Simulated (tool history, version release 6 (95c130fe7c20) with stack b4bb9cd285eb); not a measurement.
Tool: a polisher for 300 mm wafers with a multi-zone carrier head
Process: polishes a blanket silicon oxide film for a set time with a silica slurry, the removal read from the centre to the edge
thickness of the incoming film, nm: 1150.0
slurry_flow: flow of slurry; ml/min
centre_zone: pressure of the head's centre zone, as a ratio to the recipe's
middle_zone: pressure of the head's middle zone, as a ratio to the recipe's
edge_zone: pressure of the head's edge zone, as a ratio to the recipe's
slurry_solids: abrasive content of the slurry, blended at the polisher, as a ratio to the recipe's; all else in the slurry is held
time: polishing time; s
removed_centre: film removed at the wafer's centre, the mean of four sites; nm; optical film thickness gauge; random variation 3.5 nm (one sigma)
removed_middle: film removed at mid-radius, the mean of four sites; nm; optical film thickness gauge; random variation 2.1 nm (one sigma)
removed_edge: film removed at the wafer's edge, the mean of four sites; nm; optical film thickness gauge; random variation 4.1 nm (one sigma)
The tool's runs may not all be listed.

run 1 day=0.000 | slurry_flow=255 centre_zone=1.00 middle_zone=1.00 edge_zone=1.00 slurry_solids=1.00 time=89 | removed_centre=397.75 removed_middle=409.52 removed_edge=395.90
run 2 day=0.338 | slurry_flow=255 centre_zone=1.00 middle_zone=1.00 edge_zone=0.93 slurry_solids=1.00 time=89 | removed_centre=402.02 removed_middle=405.76 removed_edge=372.66
run 3 day=0.712 | slurry_flow=255 centre_zone=1.00 middle_zone=1.05 edge_zone=0.93 slurry_solids=1.00 time=89 | removed_centre=398.58 removed_middle=427.58 removed_edge=383.84
run 4 day=0.838 | slurry_flow=255 centre_zone=1.00 middle_zone=1.05 edge_zone=1.00 slurry_solids=1.00 time=89 | removed_centre=397.07 removed_middle=423.55 removed_edge=385.40
run 5 day=1.083 | slurry_flow=255 centre_zone=1.00 middle_zone=1.05 edge_zone=1.00 slurry_solids=0.85 time=89 | removed_centre=373.09 removed_middle=400.25 removed_edge=359.72
run 6 day=1.392 | slurry_flow=245 centre_zone=1.01 middle_zone=1.03 edge_zone=0.99 slurry_solids=0.85 time=89 | removed_centre=380.18 removed_middle=392.99 removed_edge=365.45
run 7 day=1.733 | slurry_flow=245 centre_zone=1.01 middle_zone=1.01 edge_zone=0.97 slurry_solids=0.85 time=89 | removed_centre=371.85 removed_middle=384.25 removed_edge=353.95
run 8 day=1.804 | slurry_flow=240 centre_zone=1.02 middle_zone=0.99 edge_zone=0.97 slurry_solids=0.85 time=89 | removed_centre=380.51 removed_middle=383.34 removed_edge=358.57
run 9 day=1.867 | slurry_flow=240 centre_zone=1.02 middle_zone=0.99 edge_zone=0.97 slurry_solids=0.85 time=89 | removed_centre=383.13 removed_middle=377.35 removed_edge=358.45
run 10 day=2.167 | slurry_flow=235 centre_zone=1.02 middle_zone=0.98 edge_zone=0.96 slurry_solids=0.85 time=89 | removed_centre=383.14 removed_middle=376.33 removed_edge=355.66
run 11 day=2.283 | slurry_flow=195 centre_zone=1.05 middle_zone=0.89 edge_zone=0.93 slurry_solids=0.80 time=89 | removed_centre=372.13 removed_middle=331.97 removed_edge=334.54

Forecast run 12:
run 12 day=2.612 | slurry_flow=200 centre_zone=1.05 middle_zone=0.89 edge_zone=0.93 slurry_solids=0.80 time=89 | removed_centre=? removed_middle=? removed_edge=?

{"run 12": {"removed_centre": 368.75, "removed_middle": 330.26, "removed_edge": 345.45}}
